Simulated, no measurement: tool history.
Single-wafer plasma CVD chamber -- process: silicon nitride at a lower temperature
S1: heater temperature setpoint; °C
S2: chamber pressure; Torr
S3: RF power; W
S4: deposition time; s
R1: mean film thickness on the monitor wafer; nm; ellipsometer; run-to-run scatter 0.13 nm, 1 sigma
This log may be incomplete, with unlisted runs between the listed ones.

{"run": 1, "hour": 0.0, "S1": 360, "S2": 1.39, "S3": 280, "S4": 24.4, "R1": 25.538}
{"run": 2, "hour": 1.2, "S1": 360, "S2": 1.3, "S3": 275, "S4": 24.4, "R1": 25.206}
{"run": 3, "hour": 8.5, "S1": 360, "S2": 1.3, "S3": 275, "S4": 23.3, "R1": 23.941}
{"run": 4, "hour": 12.3, "S1": 364, "S2": 1.3, "S3": 275, "S4": 23.3, "R1": 23.834}
{"run": 5, "hour": 19.9, "S1": 364, "S2": 1.3, "S3": 275, "S4": 23.3, "R1": 23.707}
{"run": 6, "hour": 21.7, "S1": 365, "S2": 1.27, "S3": 275, "S4": 23.3, "R1": 23.397}
{"run": 7, "hour": 30.0, "S1": 366, "S2": 1.25, "S3": 275, "S4": 23.3, "R1": 23.319}
{"run": 8, "hour": 35.5, "S1": 367, "S2": 1.23, "S3": 275, "S4": 23.3, "R1": 23.435}

For run 9, what comes out?
{"run": 9, "hour": 43.4, "S1": 367, "S2": 1.2, "S3": 275, "S4": 23.3, "R1": "?"}

{"run 9": {"R1": 22.935}}
